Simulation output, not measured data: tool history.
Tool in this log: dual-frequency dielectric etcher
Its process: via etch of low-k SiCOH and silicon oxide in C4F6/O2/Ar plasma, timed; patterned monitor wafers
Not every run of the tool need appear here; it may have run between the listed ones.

run  hour  source power (kW)  bias power (kW)  etch time (s)  mean etch depth across the wafer (nm)
  1     0               0.28            0.152             48                                 101.38
  2   3.4               0.28            0.163             48                                 103.96
  3  10.1               0.25            0.162             48                                 96.425
  4    16               0.25            0.177             48                                 100.23
  5  19.1               0.23            0.177             48                                 93.547
  6  25.1               0.27            0.177             48                                 105.32
  7  33.4               0.25            0.177             48                                 99.714

What does the tool deliver on the next run?
  8  38.9               0.24            0.177             48                                      ?

{"run 8": {"mean etch depth across the wafer (nm)": 96.888}}
